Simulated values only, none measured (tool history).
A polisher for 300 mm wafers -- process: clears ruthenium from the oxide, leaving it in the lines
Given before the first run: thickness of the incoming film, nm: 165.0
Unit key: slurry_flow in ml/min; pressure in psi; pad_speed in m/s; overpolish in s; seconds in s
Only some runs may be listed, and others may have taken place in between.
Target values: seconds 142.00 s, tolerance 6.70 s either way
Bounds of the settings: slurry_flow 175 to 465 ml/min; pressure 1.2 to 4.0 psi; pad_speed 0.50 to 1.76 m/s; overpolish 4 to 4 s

run	hour	slurry_flow	pressure	pad_speed	overpolish	seconds
1	0.0	295	2.6	1.12	4	100.40
2	3.8	295	2.6	0.94	4	116.40
3	8.1	295	2.6	0.94	4	120.23
4	10.9	295	2.5	0.94	4	120.71
5	17.1	220	2.5	0.94	4	125.82
6	21.9	220	3.1	0.94	4	109.98
7	24.9	220	3.0	0.94	4	113.10
8	31.6	220	2.9	0.94	4	114.42

Which one of the following 4 next-run settings gets every result inside its allowed miss? There is exactly one.
A	38.3	355	2.6	0.86	4	?
B	38.3	175	2.5	0.86	4	?
C	38.3	260	2.2	1.00	4	?
D	38.3	220	3.2	0.80	4	?

move	seconds
A	127.72
B	142.11
C	125.26
D	126.31
A: closes in on the targets versus the last run, not all within tolerance yet
B: all results in spec
C: closes in on the targets versus the last run, not all within tolerance yet
D: closes in on the targets versus the last run, not all within tolerance yet
So the answer is move B, the one that meets all the targets.
